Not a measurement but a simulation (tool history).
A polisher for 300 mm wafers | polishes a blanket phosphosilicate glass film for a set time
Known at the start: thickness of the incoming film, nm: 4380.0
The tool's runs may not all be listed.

run  hour  flow of slurry (ml/min)  pressure of the wafer on the pad (kPa)  speed of the pad under the wafer (m/s)  abrasive content of the slurry  polishing time (s)  film removed (Å)
  1   0.0                      265                                    15.9                                    0.92                             1.0                 107            6425.4
  2   4.2                      265                                    16.5                                    0.92                             1.0                 107            6609.7
  3  12.2                      265                                    17.2                                    0.92                             1.0                 107            6895.7
  4  13.7                      265                                    17.2                                    0.70                             1.0                 107            5934.5
  5  19.3                      265                                    17.2                                    0.70                             1.2                 107            6210.4
  6  28.1                      300                                    17.2                                    0.70                             1.2                 107            6235.6
  7  31.4                      300                                    17.9                                    0.70                             1.2                 107            6534.0
  8  39.5                      300                                    18.6                                    0.70                             1.2                 107            6727.0
  9  44.9                      300                                    18.6                                    0.70                             1.2                 107            6673.2
 10  48.0                      300                                    19.3                                    0.70                             1.2                 107            6925.5
 11  52.4                      300                                    20.0                                    0.70                             1.2                 107            7217.0

The next listed run, before its measurement:
 12  56.6                      300                                    20.0                                    0.70                             1.2                 107                 ?

{"run 12": {"film removed (Å)": 7135.9}}
